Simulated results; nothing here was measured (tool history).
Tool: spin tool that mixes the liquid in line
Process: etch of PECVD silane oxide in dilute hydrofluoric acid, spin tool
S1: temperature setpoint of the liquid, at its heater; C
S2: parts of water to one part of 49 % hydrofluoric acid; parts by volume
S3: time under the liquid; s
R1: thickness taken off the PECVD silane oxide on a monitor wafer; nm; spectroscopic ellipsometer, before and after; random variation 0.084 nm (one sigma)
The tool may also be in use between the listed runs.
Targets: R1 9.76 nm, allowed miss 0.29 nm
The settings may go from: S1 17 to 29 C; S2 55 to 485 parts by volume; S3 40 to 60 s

run 1 hour=0 | S1=21 S2=270 S3=60 | R1=2.3547
run 2 hour=7.1 | S1=18 S2=270 S3=60 | R1=2.1084
run 3 hour=12.7 | S1=18 S2=270 S3=60 | R1=2.1102
run 4 hour=17 | S1=21 S2=215 S3=60 | R1=3.0817
run 5 hour=20.9 | S1=23 S2=175 S3=60 | R1=4.3172
run 6 hour=25.8 | S1=23 S2=175 S3=40 | R1=2.8477
run 7 hour=26.9 | S1=27 S2=65 S3=60 | R1=15.362
run 8 hour=31.4 | S1=26 S2=65 S3=60 | R1=14.883
run 9 hour=37.2 | S1=24.5 S2=65 S3=60 | R1=13.97
run 10 hour=41.4 | S1=23 S2=70 S3=60 | R1=12.099
run 11 hour=45.5 | S1=19 S2=70 S3=60 | R1=10.264
run 12 hour=53.5 | S1=18.5 S2=70 S3=60 | R1=10.107

4 next moves are on the table. One of them brings every result within its allowed miss. Which?
run A hour=61.5 | S1=19.5 S2=70 S3=60 | R1=?
run B hour=61.5 | S1=18 S2=65 S3=60 | R1=?
run C hour=61.5 | S1=21 S2=55 S3=40 | R1=?
run D hour=61.5 | S1=17.5 S2=65 S3=60 | R1=?

move=A R1=10.541
move=B R1=10.713
move=C R1=9.6969
move=D R1=10.486
A: further off than the last run
B: further off than the last run
C: meets every target
D: further off than the last run
The right move is C.
